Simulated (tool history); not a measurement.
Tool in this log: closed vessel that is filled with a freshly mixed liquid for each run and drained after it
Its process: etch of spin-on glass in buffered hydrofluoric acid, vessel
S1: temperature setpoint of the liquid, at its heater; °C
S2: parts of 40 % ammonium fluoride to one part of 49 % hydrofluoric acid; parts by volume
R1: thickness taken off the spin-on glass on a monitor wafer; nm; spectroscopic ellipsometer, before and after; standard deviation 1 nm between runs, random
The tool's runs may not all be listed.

{"run": 1, "day": 0.0, "S1": 22.0, "S2": 19, "time in the liquid (s)": 90, "R1": 112.66}
{"run": 2, "day": 0.171, "S1": 22.0, "S2": 19, "time in the liquid (s)": 90, "R1": 114.2}
{"run": 3, "day": 0.479, "S1": 22.0, "S2": 23, "time in the liquid (s)": 90, "R1": 99.519}
{"run": 4, "day": 0.504, "S1": 23.5, "S2": 23, "time in the liquid (s)": 90, "R1": 106.17}
{"run": 5, "day": 0.829, "S1": 25.5, "S2": 23, "time in the liquid (s)": 90, "R1": 119.63}
{"run": 6, "day": 0.938, "S1": 25.5, "S2": 23, "time in the liquid (s)": 100, "R1": 134.19}

Run 7, settings as shown, results not yet in. Your forecast:
{"run": 7, "day": 1.092, "S1": 26.0, "S2": 23, "time in the liquid (s)": 100, "R1": "?"}

{"run 7": {"R1": 135.22}}

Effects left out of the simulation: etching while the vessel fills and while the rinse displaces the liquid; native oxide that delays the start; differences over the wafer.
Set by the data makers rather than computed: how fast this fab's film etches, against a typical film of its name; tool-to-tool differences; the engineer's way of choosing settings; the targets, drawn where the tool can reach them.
